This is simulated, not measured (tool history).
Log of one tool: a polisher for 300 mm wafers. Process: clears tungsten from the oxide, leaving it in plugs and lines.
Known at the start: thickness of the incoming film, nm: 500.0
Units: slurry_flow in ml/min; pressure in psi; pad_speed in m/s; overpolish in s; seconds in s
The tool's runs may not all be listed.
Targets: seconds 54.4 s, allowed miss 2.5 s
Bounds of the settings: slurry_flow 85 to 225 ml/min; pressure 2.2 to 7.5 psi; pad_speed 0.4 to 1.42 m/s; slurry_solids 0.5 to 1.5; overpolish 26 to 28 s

run    day  slurry_flow  pressure  pad_speed  slurry_solids  overpolish  seconds
  1      0          145       4.8        0.9              1          26   90.847
  2  0.158          145       5.5        0.9              1          26   78.016
  3    0.5          145         6        0.9              1          26   71.308
  4   0.75          145       6.4        0.9              1          26   67.358
  5  0.946          120       6.4        0.9              1          26   69.813
  6  1.254          120         7        0.9              1          26   63.726
  7  1.608          130       7.2        0.9              1          26   63.671
  8  1.633          130       7.2        0.9              1          26   61.356
  9  1.858          135       7.3       0.92              1          26   58.569
 10  1.933          140       7.4       0.92              1          26   57.271

Which of these 5 next moves meets every target?
  A  2.008          155         7        0.8           1.05          28        ?
  B  2.008          135       7.5       0.98           0.95          26        ?
  C  2.008          160       7.3       0.88              1          28        ?
  D  2.008          180       7.4        0.8           1.05          26        ?
  E  2.008          135       7.1       0.86           1.05          26        ?

move  seconds
   A    66.49
   B   55.195
   C   58.938
   D   60.871
   E   63.902
A: further off than the last run
B: meets every target
C: further off than the last run
D: further off than the last run
E: further off than the last run
The right move is B.
